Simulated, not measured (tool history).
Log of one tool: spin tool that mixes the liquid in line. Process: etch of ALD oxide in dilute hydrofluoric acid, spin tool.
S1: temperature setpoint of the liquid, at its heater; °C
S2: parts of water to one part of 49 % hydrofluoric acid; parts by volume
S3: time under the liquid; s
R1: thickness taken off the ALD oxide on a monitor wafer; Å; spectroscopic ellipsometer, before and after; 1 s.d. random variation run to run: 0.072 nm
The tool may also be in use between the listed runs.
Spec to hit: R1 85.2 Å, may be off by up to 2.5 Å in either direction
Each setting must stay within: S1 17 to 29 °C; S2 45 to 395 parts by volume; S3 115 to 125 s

run	hour	S1	S2	S3	R1
1	0	21	220	115	67.534
2	4	23	220	115	71.787
3	8.4	23	140	115	123.91
4	10.2	23	140	115	124.64
5	18.1	21.5	150	115	109.55
6	19.7	21.5	90	115	190.86
7	28	21.5	120	115	139.23
8	31	20.5	135	115	115.74
9	32.7	19.5	140	115	108.92
10	36.6	19	145	115	102.56
11	37.4	19	145	115	103.52
12	39.7	18.5	150	115	95.417
13	45.5	18.5	150	115	95.345
14	53.8	18	150	115	93.805
15	59.2	17.5	150	115	92.444
16	66.8	17.5	155	115	88.404

Pick the move, out of 5, that brings all results within their allowed miss; only one does.
A	74.4	20	200	125	?
B	74.4	17	150	120	?
C	74.4	17	170	115	?
D	74.4	17.5	160	125	?
E	74.4	18.5	165	115	?

move	R1
A	78.412
B	93.519
C	77.578
D	92.309
E	85.319
A: takes the result that was furthest off past its target
B: the biggest miss grows against the last run
C: takes the result that was furthest off past its target
D: the biggest miss grows against the last run
E: every result within its allowed miss
The right move is E.
